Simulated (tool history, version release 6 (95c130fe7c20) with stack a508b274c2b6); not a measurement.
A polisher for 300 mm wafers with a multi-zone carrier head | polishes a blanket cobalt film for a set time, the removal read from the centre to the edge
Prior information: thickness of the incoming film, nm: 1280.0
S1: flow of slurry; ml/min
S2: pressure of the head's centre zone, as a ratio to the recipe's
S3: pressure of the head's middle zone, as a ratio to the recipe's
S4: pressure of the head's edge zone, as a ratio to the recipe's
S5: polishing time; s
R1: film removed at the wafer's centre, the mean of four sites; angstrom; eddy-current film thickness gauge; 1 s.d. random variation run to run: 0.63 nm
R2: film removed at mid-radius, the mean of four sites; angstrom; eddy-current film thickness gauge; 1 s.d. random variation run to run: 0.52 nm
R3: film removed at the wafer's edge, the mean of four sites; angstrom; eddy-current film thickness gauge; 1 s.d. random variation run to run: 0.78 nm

{"run": 1, "hour": 0.0, "S1": 245, "S2": 1, "S3": 1, "S4": 1, "S5": 43, "R1": 1272.1, "R2": 1286.3, "R3": 1291.1}
{"run": 2, "hour": 0.7, "S1": 235, "S2": 0.96, "S3": 0.97, "S4": 0.97, "S5": 38, "R1": 1082.4, "R2": 1092.7, "R3": 1116.8}
{"run": 3, "hour": 6.0, "S1": 235, "S2": 1.01, "S3": 0.97, "S4": 0.97, "S5": 38, "R1": 1155.4, "R2": 1102.8, "R3": 1122.5}
{"run": 4, "hour": 14.2, "S1": 235, "S2": 1.01, "S3": 0.97, "S4": 0.9, "S5": 38, "R1": 1132.7, "R2": 1107.5, "R3": 1083}
{"run": 5, "hour": 20.6, "S1": 225, "S2": 0.96, "S3": 0.95, "S4": 0.89, "S5": 35, "R1": 1005.7, "R2": 998.87, "R3": 998.2}
{"run": 6, "hour": 27.7, "S1": 215, "S2": 0.92, "S3": 0.94, "S4": 0.89, "S5": 33, "R1": 870.9, "R2": 918.97, "R3": 916.7}
{"run": 7, "hour": 30.8, "S1": 215, "S2": 0.92, "S3": 0.94, "S4": 0.89, "S5": 33, "R1": 895.27, "R2": 924.95, "R3": 925.27}
{"run": 8, "hour": 33.0, "S1": 205, "S2": 0.89, "S3": 0.92, "S4": 0.89, "S5": 32, "R1": 828.49, "R2": 870.42, "R3": 896.33}
{"run": 9, "hour": 37.3, "S1": 195, "S2": 0.87, "S3": 0.91, "S4": 0.88, "S5": 31, "R1": 775.52, "R2": 828.32, "R3": 858.85}
{"run": 10, "hour": 42.4, "S1": 190, "S2": 0.86, "S3": 0.9, "S4": 0.87, "S5": 31, "R1": 746.45, "R2": 818.73, "R3": 855.89}
{"run": 11, "hour": 49.5, "S1": 190, "S2": 0.86, "S3": 0.89, "S4": 0.86, "S5": 30, "R1": 738.48, "R2": 775.53, "R3": 801.66}
{"run": 12, "hour": 53.3, "S1": 180, "S2": 0.85, "S3": 0.89, "S4": 0.86, "S5": 30, "R1": 722.51, "R2": 776.94, "R3": 791.52}
{"run": 13, "hour": 62.2, "S1": 160, "S2": 0.81, "S3": 0.84, "S4": 0.88, "S5": 29, "R1": 646, "R2": 698.67, "R3": 773.87}

Run 14 comes next. What will it give?
{"run": 14, "hour": 69.1, "S1": 170, "S2": 0.81, "S3": 0.85, "S4": 0.87, "S5": 29, "R1": "?", "R2": "?", "R3": "?"}

{"run 14": {"R1": 644.23, "R2": 713.37, "R3": 772.9}}

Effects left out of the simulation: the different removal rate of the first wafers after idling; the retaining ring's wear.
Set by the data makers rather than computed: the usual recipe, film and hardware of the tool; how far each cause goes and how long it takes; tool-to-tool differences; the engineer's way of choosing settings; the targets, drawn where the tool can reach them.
